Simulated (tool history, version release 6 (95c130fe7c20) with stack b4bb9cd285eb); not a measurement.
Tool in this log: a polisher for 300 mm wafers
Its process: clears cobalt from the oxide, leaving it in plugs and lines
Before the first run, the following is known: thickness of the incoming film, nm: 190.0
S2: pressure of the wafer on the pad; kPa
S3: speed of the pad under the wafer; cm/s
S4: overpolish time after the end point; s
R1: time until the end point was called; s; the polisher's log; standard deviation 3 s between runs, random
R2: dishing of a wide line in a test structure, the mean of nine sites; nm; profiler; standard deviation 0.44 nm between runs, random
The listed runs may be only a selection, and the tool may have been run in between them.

{"run": 1, "hour": 0.0, "flow of slurry (ml/min)": 265, "S2": 11.7, "S3": 76, "S4": 21, "R1": 71.675, "R2": 41.228}
{"run": 2, "hour": 7.0, "flow of slurry (ml/min)": 265, "S2": 11, "S3": 72, "S4": 20, "R1": 79.696, "R2": 36.02}
{"run": 3, "hour": 12.5, "flow of slurry (ml/min)": 265, "S2": 12.4, "S3": 72, "S4": 20, "R1": 72.034, "R2": 39.052}
{"run": 4, "hour": 18.6, "flow of slurry (ml/min)": 265, "S2": 9.7, "S3": 72, "S4": 20, "R1": 89.543, "R2": 33.113}
{"run": 5, "hour": 23.7, "flow of slurry (ml/min)": 230, "S2": 9.7, "S3": 72, "S4": 20, "R1": 92.028, "R2": 32.793}
{"run": 6, "hour": 32.5, "flow of slurry (ml/min)": 230, "S2": 7.6, "S3": 72, "S4": 20, "R1": 113.94, "R2": 27.334}

For run 7, what comes out?
{"run": 7, "hour": 34.9, "flow of slurry (ml/min)": 230, "S2": 7.6, "S3": 70, "S4": 20, "R1": "?", "R2": "?"}

Run 7 came out at R1 116.7 s, R2 27.839 nm.
